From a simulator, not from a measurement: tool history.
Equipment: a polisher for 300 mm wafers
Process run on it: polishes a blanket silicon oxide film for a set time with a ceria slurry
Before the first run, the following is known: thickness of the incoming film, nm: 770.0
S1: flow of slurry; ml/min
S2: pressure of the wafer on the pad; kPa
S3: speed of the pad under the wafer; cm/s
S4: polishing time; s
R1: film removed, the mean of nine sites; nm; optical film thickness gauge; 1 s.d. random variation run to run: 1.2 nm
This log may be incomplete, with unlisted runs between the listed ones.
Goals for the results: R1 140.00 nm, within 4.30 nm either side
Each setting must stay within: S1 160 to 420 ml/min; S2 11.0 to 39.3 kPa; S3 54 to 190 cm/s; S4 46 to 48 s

run	hour	S1	S2	S3	S4	R1
1	0.0	270	24.8	122	46	247.43
2	6.6	270	24.8	122	46	246.49
3	14.2	295	24.8	122	46	247.89
4	20.7	295	20.7	122	46	218.96
5	26.6	295	20.7	122	46	218.46
6	32.1	260	20.7	122	46	213.31
7	39.3	260	20.7	122	46	216.18
8	39.9	260	17.9	118	46	189.61
9	41.4	255	15.9	116	46	171.10

Pick the move, out of 4, that brings all results within their allowed miss; only one does.
A	42.9	265	11.0	118	46	?
B	42.9	285	11.0	108	47	?
C	42.9	160	12.4	106	48	?
D	42.9	290	17.9	134	48	?

move	R1
A	139.83
B	132.21
C	132.52
D	224.66
A: every result lands within tolerance
B: moves the result that the last run missed by most past its target, out the other side
C: moves the result that the last run missed by most past its target, out the other side
D: the biggest miss grows against the last run
A is the move that brings every result within its allowed miss.
